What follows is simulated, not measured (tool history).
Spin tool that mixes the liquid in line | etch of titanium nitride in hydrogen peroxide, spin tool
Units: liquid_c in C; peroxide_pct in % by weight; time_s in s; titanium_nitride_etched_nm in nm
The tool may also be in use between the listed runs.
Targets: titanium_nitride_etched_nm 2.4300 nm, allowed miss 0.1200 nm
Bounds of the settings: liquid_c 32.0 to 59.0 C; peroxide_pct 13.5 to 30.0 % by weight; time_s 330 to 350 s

| run | hour | liquid_c | peroxide_pct | time_s | titanium_nitride_etched_nm |
|---|---|---|---|---|---|
| 1 | 0.0 | 43.0 | 25.5 | 330 | 5.1952 |
| 2 | 7.9 | 40.5 | 25.5 | 330 | 4.2220 |
| 3 | 16.2 | 40.5 | 28.5 | 330 | 4.4302 |
| 4 | 17.4 | 38.5 | 28.5 | 330 | 3.7302 |
| 5 | 23.7 | 45.5 | 28.5 | 330 | 6.3207 |
| 6 | 28.6 | 52.5 | 28.5 | 330 | 10.5050 |
| 7 | 33.2 | 48.0 | 28.0 | 330 | 7.5463 |
| 8 | 40.6 | 40.0 | 27.0 | 330 | 4.1445 |

4 next moves are on the table. One of them brings every result within its allowed miss. Which?
| A | 48.0 | 33.0 | 30.0 | 330 | ? |
| B | 48.0 | 48.5 | 29.5 | 350 | ? |
| C | 48.0 | 42.0 | 19.0 | 350 | ? |
| D | 48.0 | 47.0 | 28.0 | 350 | ? |

| move | titanium_nitride_etched_nm |
|---|---|
| A | 2.4656 |
| B | 8.5407 |
| C | 4.7854 |
| D | 7.5642 |
A: meets every target
B: further off than the last run
C: further off than the last run
D: further off than the last run
The right move is A.
